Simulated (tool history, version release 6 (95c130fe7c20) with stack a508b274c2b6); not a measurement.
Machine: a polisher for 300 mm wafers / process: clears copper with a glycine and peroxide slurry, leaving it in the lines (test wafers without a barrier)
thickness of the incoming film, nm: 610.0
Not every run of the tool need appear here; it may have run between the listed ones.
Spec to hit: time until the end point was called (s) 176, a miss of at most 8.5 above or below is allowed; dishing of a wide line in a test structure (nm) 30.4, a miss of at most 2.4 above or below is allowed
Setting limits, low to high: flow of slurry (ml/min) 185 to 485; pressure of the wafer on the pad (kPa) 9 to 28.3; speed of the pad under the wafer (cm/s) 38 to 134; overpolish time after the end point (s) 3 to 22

run,hour,flow of slurry (ml/min),pressure of the wafer on the pad (kPa),speed of the pad under the wafer (cm/s),overpolish time after the end point (s),time until the end point was called (s),dishing of a wide line in a test structure (nm)
1,0,310,18.6,86,11,130.29,39.995
2,1.2,310,17.2,86,11,136.32,37.706
3,9.8,310,15.9,86,11,145.58,36.263
4,11.5,240,15.9,86,11,149.05,35.159
5,13.6,240,15.2,86,11,147.37,33.92
6,22.4,240,14.5,86,11,158.07,32.831
7,29.9,240,13.8,86,11,163.1,31.775
8,35.2,240,13.1,86,11,164.96,31.096

Exercise: of the 5 proposed moves below, exactly one satisfies all targets within the stated allowed misses. Which move is it?
A,40.5,295,13.8,90,9,?,?
B,40.5,285,11.7,86,11,?,?
C,40.5,315,11,84,14,?,?
D,40.5,250,12.4,96,10,?,?
E,40.5,295,13.8,94,10,?,?

move,time until the end point was called (s),dishing of a wide line in a test structure (nm)
A,152.42,28.995
B,174.21,30.619
C,181.45,36.175
D,158.12,30.622
E,147.66,32.567
A: misses by more than the last run did
B: all results in spec
C: brings the last run's worst result on target, with another outside its allowed miss
D: misses by more than the last run did
E: misses by more than the last run did
So the answer is move B, the one that meets all the targets.
